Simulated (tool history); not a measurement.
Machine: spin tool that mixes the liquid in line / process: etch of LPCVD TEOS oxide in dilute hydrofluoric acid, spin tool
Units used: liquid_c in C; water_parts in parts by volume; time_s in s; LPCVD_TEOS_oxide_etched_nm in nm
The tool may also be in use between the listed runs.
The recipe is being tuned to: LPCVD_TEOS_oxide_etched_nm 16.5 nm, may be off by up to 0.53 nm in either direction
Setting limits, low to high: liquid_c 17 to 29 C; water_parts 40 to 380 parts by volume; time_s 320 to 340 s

| run | hour | liquid_c | water_parts | time_s | LPCVD_TEOS_oxide_etched_nm |
|---|---|---|---|---|---|
| 1 | 0 | 21 | 210 | 320 | 25.661 |
| 2 | 2.9 | 18 | 210 | 320 | 22.653 |
| 3 | 8.8 | 18 | 215 | 320 | 22.134 |
| 4 | 16.1 | 20 | 215 | 320 | 23.963 |
| 5 | 21.4 | 17.5 | 215 | 320 | 21.573 |
| 6 | 27.5 | 17.5 | 215 | 340 | 23.319 |
| 7 | 35.7 | 17.5 | 220 | 340 | 22.462 |
| 8 | 44.3 | 17.5 | 225 | 340 | 22.013 |
| 9 | 46.9 | 17.5 | 230 | 340 | 21.385 |
| 10 | 51.5 | 17.5 | 235 | 340 | 21.103 |
| 11 | 52.4 | 17.5 | 240 | 340 | 19.815 |
| 12 | 55.7 | 17.5 | 245 | 340 | 19.635 |
| 13 | 63 | 17.5 | 250 | 340 | 19.191 |
| 14 | 70.1 | 17.5 | 255 | 340 | 18.73 |
| 15 | 77.7 | 17 | 265 | 340 | 17.506 |
| 16 | 83.4 | 17 | 270 | 340 | 17.06 |

Exercise: of the 5 proposed moves below, exactly one satisfies all targets within the stated allowed misses. Which move is it?
| A | 89.1 | 17 | 245 | 320 | ? |
| B | 89.1 | 18.5 | 255 | 320 | ? |
| C | 89.1 | 17.5 | 285 | 340 | ? |
| D | 89.1 | 17 | 255 | 335 | ? |
| E | 89.1 | 17 | 260 | 330 | ? |

| move | LPCVD_TEOS_oxide_etched_nm |
|---|---|
| A | 18.245 |
| B | 18.408 |
| C | 16.41 |
| D | 18.191 |
| E | 17.499 |
A: lands further from the targets than the last run did
B: lands further from the targets than the last run did
C: all results land within tolerance of their targets
D: lands further from the targets than the last run did
E: lands further from the targets than the last run did
Move C is the one to make.

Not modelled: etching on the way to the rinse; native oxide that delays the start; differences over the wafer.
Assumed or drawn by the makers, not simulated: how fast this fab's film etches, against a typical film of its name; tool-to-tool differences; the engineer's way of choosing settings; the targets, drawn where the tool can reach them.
